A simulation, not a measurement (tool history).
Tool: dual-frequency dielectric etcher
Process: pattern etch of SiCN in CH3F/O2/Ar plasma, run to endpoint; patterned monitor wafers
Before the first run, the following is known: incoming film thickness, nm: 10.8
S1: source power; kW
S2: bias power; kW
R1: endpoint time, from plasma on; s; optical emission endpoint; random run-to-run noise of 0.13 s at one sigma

run,hour,S1,S2,R1
1,0,0.29,0.079,29.018
2,4.5,0.26,0.075,30.782
3,11.1,0.3,0.075,29.364
4,14.7,0.27,0.072,30.782
5,23.1,0.3,0.072,29.987
6,24.1,0.32,0.072,29.045
7,28.7,0.29,0.069,30.614

Predict the results of run 8:
8,36.6,0.27,0.067,?

Run 8 gave R1 31.733 s.
